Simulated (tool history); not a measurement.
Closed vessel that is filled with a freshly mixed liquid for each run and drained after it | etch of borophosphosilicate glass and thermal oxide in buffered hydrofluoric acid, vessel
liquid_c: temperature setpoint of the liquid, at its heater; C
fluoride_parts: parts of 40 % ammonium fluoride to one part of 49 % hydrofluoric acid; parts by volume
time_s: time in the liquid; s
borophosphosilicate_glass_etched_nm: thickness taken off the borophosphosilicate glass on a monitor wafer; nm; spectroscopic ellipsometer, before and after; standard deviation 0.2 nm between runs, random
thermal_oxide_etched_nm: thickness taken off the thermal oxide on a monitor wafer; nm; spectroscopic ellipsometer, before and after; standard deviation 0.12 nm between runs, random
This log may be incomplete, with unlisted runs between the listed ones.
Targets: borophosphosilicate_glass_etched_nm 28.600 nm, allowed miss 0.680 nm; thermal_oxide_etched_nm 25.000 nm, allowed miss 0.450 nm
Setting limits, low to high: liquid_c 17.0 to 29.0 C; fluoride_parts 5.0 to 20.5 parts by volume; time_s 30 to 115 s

| run | hour | liquid_c | fluoride_parts | time_s | borophosphosilicate_glass_etched_nm | thermal_oxide_etched_nm |
|---|---|---|---|---|---|---|
| 1 | 0.0 | 21.0 | 12.5 | 60 | 58.330 | 50.397 |
| 2 | 8.6 | 20.0 | 14.0 | 60 | 48.790 | 42.598 |
| 3 | 9.6 | 17.5 | 14.0 | 60 | 41.901 | 37.154 |
| 4 | 17.4 | 17.5 | 15.5 | 60 | 38.718 | 33.463 |
| 5 | 18.7 | 17.5 | 13.0 | 60 | 45.364 | 39.556 |
| 6 | 21.8 | 19.5 | 13.0 | 60 | 50.890 | 44.796 |
| 7 | 29.7 | 19.5 | 13.0 | 60 | 51.133 | 44.156 |
| 8 | 35.7 | 19.0 | 14.5 | 60 | 44.915 | 38.942 |
| 9 | 36.9 | 18.5 | 16.0 | 60 | 39.640 | 34.290 |

Next run, 4 choices. One meets every target within its allowed miss, the rest don't. Which?
| A | 38.1 | 18.0 | 17.0 | 45 | ? | ? |
| B | 38.1 | 17.5 | 14.5 | 40 | ? | ? |
| C | 38.1 | 17.0 | 16.5 | 40 | ? | ? |
| D | 38.1 | 18.0 | 19.5 | 55 | ? | ? |

| move | borophosphosilicate_glass_etched_nm | thermal_oxide_etched_nm |
|---|---|---|
| A | 27.040 | 23.462 |
| B | 27.356 | 23.709 |
| C | 23.402 | 20.288 |
| D | 28.844 | 25.041 |
A: carries the result that was furthest off beyond its target, to the other side
B: carries the result that was furthest off beyond its target, to the other side
C: carries the result that was furthest off beyond its target, to the other side
D: meets every target
Answer: D

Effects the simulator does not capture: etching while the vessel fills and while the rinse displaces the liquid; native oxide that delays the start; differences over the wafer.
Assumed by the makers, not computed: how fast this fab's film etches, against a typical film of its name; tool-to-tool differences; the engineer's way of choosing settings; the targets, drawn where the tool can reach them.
